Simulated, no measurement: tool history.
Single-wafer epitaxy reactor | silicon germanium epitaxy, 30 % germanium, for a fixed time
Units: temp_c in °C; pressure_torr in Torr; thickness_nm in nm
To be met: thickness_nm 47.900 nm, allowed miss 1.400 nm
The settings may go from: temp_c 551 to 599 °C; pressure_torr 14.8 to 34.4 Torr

run 1 day=0.000 | temp_c=575 pressure_torr=24.6 | thickness_nm=36.059
run 2 day=0.108 | temp_c=579 pressure_torr=24.8 | thickness_nm=39.380
run 3 day=0.154 | temp_c=581 pressure_torr=24.9 | thickness_nm=41.144
run 4 day=0.438 | temp_c=583 pressure_torr=25.0 | thickness_nm=42.969
run 5 day=0.804 | temp_c=576 pressure_torr=25.0 | thickness_nm=37.439
run 6 day=0.854 | temp_c=576 pressure_torr=21.9 | thickness_nm=34.992
-- day=0.912 pyrometer calibrated
run 7 day=0.912 | temp_c=580 pressure_torr=22.0 | thickness_nm=40.680
run 8 day=0.950 | temp_c=580 pressure_torr=22.0 | thickness_nm=40.898
run 9 day=1.112 | temp_c=582 pressure_torr=22.0 | thickness_nm=42.010
run 10 day=1.233 | temp_c=583 pressure_torr=22.0 | thickness_nm=42.479
run 11 day=1.354 | temp_c=584 pressure_torr=22.1 | thickness_nm=44.234
run 12 day=1.483 | temp_c=584 pressure_torr=22.1 | thickness_nm=44.090
run 13 day=1.546 | temp_c=585 pressure_torr=22.1 | thickness_nm=45.104
run 14 day=1.650 | temp_c=586 pressure_torr=22.1 | thickness_nm=45.964

Which of these 5 next moves meets every target?
run A day=1.754 | temp_c=588 pressure_torr=19.0 | thickness_nm=?
run B day=1.754 | temp_c=587 pressure_torr=20.4 | thickness_nm=?
run C day=1.754 | temp_c=581 pressure_torr=22.1 | thickness_nm=?
run D day=1.754 | temp_c=589 pressure_torr=16.4 | thickness_nm=?
run E day=1.754 | temp_c=591 pressure_torr=18.9 | thickness_nm=?

move=A thickness_nm=45.103
move=B thickness_nm=45.442
move=C thickness_nm=41.593
move=D thickness_nm=43.493
move=E thickness_nm=47.739
A: further off than the last run
B: further off than the last run
C: further off than the last run
D: further off than the last run
E: meets every target
Move E is the one to make.
